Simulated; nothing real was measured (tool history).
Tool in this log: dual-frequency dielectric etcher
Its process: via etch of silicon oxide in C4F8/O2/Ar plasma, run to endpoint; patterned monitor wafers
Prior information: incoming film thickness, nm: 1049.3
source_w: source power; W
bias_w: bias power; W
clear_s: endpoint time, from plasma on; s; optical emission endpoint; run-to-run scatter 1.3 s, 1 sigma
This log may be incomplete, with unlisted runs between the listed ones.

run,hour,source_w,bias_w,clear_s
1,0.0,2190,2251,185.25
2,0.9,2500,2251,178.77
3,6.3,2370,2191,181.94
4,11.4,2260,2138,185.62
5,14.0,2160,2090,188.51
6,21.5,2330,2090,184.16

What does the tool deliver on the next run?
7,22.9,2220,2039,?

{"run 7": {"clear_s": 191.58}}
